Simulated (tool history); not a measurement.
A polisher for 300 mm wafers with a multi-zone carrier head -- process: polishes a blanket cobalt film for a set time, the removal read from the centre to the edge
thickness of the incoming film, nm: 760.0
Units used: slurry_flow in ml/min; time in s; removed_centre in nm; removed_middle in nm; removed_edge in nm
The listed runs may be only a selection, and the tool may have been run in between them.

run	hour	slurry_flow	centre_zone	middle_zone	edge_zone	time	removed_centre	removed_middle	removed_edge
1	0.0	205	1.00	1.00	1.00	45	234.84	234.17	233.87
2	2.3	195	0.97	0.99	0.98	42	212.54	217.50	213.49
3	6.7	185	0.94	0.98	0.98	39	187.45	196.72	197.56
4	15.6	185	0.94	0.98	0.93	39	191.18	198.08	195.85
5	22.8	185	0.88	0.98	0.93	39	176.45	196.08	193.27
6	29.8	180	0.87	0.97	0.92	37	165.73	183.66	182.47
7	31.2	175	0.86	0.97	0.91	35	150.89	173.60	171.04
8	37.2	150	0.84	0.88	0.81	28	118.39	125.19	126.97
9	40.3	160	0.84	0.89	0.82	28	117.15	127.08	129.07
10	43.5	170	0.84	0.89	0.83	28	119.52	129.61	131.99

The next listed run, before its measurement:
11	44.0	175	0.84	0.89	0.83	28	?	?	?

Run 11 produced removed_centre 119.76 nm, removed_middle 130.80 nm, removed_edge 132.10 nm.
